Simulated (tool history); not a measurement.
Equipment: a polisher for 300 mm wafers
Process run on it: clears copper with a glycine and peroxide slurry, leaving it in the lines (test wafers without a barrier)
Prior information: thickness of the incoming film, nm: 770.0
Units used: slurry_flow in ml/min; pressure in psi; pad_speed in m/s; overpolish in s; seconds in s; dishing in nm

run	hour	slurry_flow	pressure	pad_speed	overpolish	seconds	dishing
1	0.0	240	3.3	1.26	25	107.470	90.526
2	7.8	240	3.4	1.26	26	107.020	95.562
3	12.8	240	3.4	1.26	22	105.930	87.041
4	18.7	240	3.9	1.26	22	91.288	93.810
5	21.6	195	3.9	1.26	22	95.054	93.253
6	26.4	195	3.9	1.26	24	97.025	96.558
7	30.0	190	3.9	1.26	26	95.771	102.580

For run 8, what comes out?
8	31.0	190	3.9	1.26	27	?	?

seconds: 99.189 s
dishing: 104.780 nm
